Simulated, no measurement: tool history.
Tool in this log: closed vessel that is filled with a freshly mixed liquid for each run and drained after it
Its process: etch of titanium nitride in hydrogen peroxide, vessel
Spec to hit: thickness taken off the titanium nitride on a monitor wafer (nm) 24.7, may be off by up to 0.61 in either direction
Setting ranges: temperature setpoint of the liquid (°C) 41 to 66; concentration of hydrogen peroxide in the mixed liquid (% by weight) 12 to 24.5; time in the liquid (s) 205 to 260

run	hour	temperature setpoint of the liquid (°C)	concentration of hydrogen peroxide in the mixed liquid (% by weight)	time in the liquid (s)	thickness taken off the titanium nitride on a monitor wafer (nm)
1	0	57	16.5	260	11.938
2	2.1	59.5	19	260	14.76
3	9.1	61.5	20.5	260	17.054
4	16.4	66	20.5	260	22.978
5	22.3	66	21.5	260	23.639
# hour 27.1: thermometer replaced
6	27.1	66	24	260	26.651
7	29.8	65.5	24	260	25.607
8	36.1	65.5	24	260	25.848

Which one of the following 5 next-run settings gets every result inside its allowed miss? There is exactly one.
A	42.4	66	19.5	240	?
B	42.4	65	22.5	260	?
C	42.4	65	22	245	?
D	42.4	66	24.5	255	?
E	42.4	64	24.5	260	?

move	thickness taken off the titanium nitride on a monitor wafer (nm)
A	23.631
B	24.72
C	23.181
D	26.376
E	23.569
A: moves the result that the last run missed by most past its target, out the other side
B: all results land within tolerance of their targets
C: moves the result that the last run missed by most past its target, out the other side
D: its largest miss is bigger than the last run's
E: moves the result that the last run missed by most past its target, out the other side
Answer: B
